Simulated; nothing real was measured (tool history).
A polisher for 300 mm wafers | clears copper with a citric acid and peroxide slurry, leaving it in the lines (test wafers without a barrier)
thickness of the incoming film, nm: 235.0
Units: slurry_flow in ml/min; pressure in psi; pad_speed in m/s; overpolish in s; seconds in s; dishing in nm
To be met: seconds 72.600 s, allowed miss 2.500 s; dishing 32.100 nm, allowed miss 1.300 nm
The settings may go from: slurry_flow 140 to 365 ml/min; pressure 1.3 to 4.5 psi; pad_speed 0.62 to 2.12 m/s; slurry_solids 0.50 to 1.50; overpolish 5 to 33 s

Run 1, hour 0.0: slurry_flow 235 ml/min, pressure 2.9 psi, pad_speed 1.36 m/s, slurry_solids 1.00, overpolish 17 s. Result: seconds 88.193 s, dishing 25.009 nm.
Run 2, hour 3.9: slurry_flow 235 ml/min, pressure 3.0 psi, pad_speed 1.36 m/s, slurry_solids 1.00, overpolish 17 s. Result: seconds 86.513 s, dishing 25.132 nm.
Run 3, hour 9.0: slurry_flow 235 ml/min, pressure 3.0 psi, pad_speed 1.36 m/s, slurry_solids 1.00, overpolish 21 s. Result: seconds 86.800 s, dishing 30.004 nm.
Run 4, hour 10.4: slurry_flow 235 ml/min, pressure 3.1 psi, pad_speed 1.36 m/s, slurry_solids 1.00, overpolish 21 s. Result: seconds 82.062 s, dishing 31.123 nm.
At hour 14.6: slurry blender recalibrated.
Run 5, hour 14.6: slurry_flow 195 ml/min, pressure 3.1 psi, pad_speed 1.36 m/s, slurry_solids 1.00, overpolish 21 s. Result: seconds 81.716 s, dishing 30.696 nm.
Run 6, hour 15.4: slurry_flow 195 ml/min, pressure 3.1 psi, pad_speed 1.36 m/s, slurry_solids 1.00, overpolish 18 s. Result: seconds 81.026 s, dishing 27.267 nm.
Run 7, hour 18.0: slurry_flow 195 ml/min, pressure 3.2 psi, pad_speed 1.36 m/s, slurry_solids 1.00, overpolish 18 s. Result: seconds 78.479 s, dishing 28.612 nm.
Run 8, hour 20.1: slurry_flow 195 ml/min, pressure 3.3 psi, pad_speed 1.36 m/s, slurry_solids 1.00, overpolish 19 s. Result: seconds 77.566 s, dishing 29.363 nm.
Run 9, hour 23.8: slurry_flow 195 ml/min, pressure 3.4 psi, pad_speed 1.36 m/s, slurry_solids 1.00, overpolish 20 s. Result: seconds 76.007 s, dishing 30.651 nm.

5 next moves are on the table. One of them brings every result within its allowed miss. Which?
Run A, hour 27.5: slurry_flow 240 ml/min, pressure 3.5 psi, pad_speed 1.28 m/s, slurry_solids 0.85, overpolish 18 s. Result: seconds ?, dishing ?.
Run B, hour 27.5: slurry_flow 220 ml/min, pressure 3.2 psi, pad_speed 1.38 m/s, slurry_solids 1.00, overpolish 21 s. Result: seconds ?, dishing ?.
Run C, hour 27.5: slurry_flow 205 ml/min, pressure 2.4 psi, pad_speed 1.64 m/s, slurry_solids 1.05, overpolish 21 s. Result: seconds ?, dishing ?.
Run D, hour 27.5: slurry_flow 175 ml/min, pressure 2.6 psi, pad_speed 1.68 m/s, slurry_solids 0.90, overpolish 20 s. Result: seconds ?, dishing ?.
Run E, hour 27.5: slurry_flow 195 ml/min, pressure 3.5 psi, pad_speed 1.36 m/s, slurry_solids 1.15, overpolish 20 s. Result: seconds ?, dishing ?.

move  seconds  dishing
   A   77.164   28.390
   B   76.350   31.645
   C   81.505   29.691
   D   77.344   29.926
   E   71.317   32.242
A: further off than the last run
B: further off than the last run
C: further off than the last run
D: further off than the last run
E: meets every target
Answer: E
